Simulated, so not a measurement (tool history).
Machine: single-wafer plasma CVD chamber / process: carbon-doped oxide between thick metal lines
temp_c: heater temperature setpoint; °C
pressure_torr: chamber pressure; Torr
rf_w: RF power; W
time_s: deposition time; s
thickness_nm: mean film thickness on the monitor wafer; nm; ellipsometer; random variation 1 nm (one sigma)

run,hour,temp_c,pressure_torr,rf_w,time_s,thickness_nm
1,0.0,335,6.5,435,68.8,297.55
2,2.0,339,6.5,435,68.8,296.81
3,4.7,339,6.5,380,68.8,268.17
4,8.7,332,6.5,380,68.8,271.83
5,10.6,325,6.5,380,68.8,278.52
6,14.0,331,6.0,355,68.6,253.79
7,16.2,335,5.4,350,68.6,241.78

Run 8 has not been measured yet. What should we expect?
8,17.1,339,5.1,350,68.6,?

Run 8 came out at thickness_nm 238.98 nm.
